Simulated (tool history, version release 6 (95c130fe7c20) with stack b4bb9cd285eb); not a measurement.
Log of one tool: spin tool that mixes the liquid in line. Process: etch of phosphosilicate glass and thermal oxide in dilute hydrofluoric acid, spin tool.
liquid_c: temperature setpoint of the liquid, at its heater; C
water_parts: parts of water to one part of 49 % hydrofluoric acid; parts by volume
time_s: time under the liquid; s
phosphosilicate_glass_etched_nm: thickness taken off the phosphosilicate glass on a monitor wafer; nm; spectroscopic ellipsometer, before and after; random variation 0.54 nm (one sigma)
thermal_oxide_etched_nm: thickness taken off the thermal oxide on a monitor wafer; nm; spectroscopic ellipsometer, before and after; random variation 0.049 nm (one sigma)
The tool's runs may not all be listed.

| run | hour | liquid_c | water_parts | time_s | phosphosilicate_glass_etched_nm | thermal_oxide_etched_nm |
|---|---|---|---|---|---|---|
| 1 | 0.0 | 23.0 | 70 | 30 | 60.087 | 2.1569 |
| 2 | 2.6 | 25.0 | 70 | 30 | 64.596 | 2.3409 |
| 3 | 10.1 | 26.5 | 70 | 30 | 68.387 | 2.4607 |
| 4 | 13.3 | 27.5 | 70 | 30 | 71.194 | 2.5670 |
| 5 | 20.6 | 28.5 | 70 | 30 | 73.957 | 2.7160 |
| 6 | 28.5 | 29.0 | 70 | 30 | 75.638 | 2.6768 |
| 7 | 36.7 | 29.5 | 70 | 30 | 76.853 | 2.7238 |

What will run 8 give?
| 8 | 44.6 | 31.0 | 65 | 30 | ? | ? |

Run 8 produced phosphosilicate_glass_etched_nm 89.767 nm, thermal_oxide_etched_nm 3.2248 nm.

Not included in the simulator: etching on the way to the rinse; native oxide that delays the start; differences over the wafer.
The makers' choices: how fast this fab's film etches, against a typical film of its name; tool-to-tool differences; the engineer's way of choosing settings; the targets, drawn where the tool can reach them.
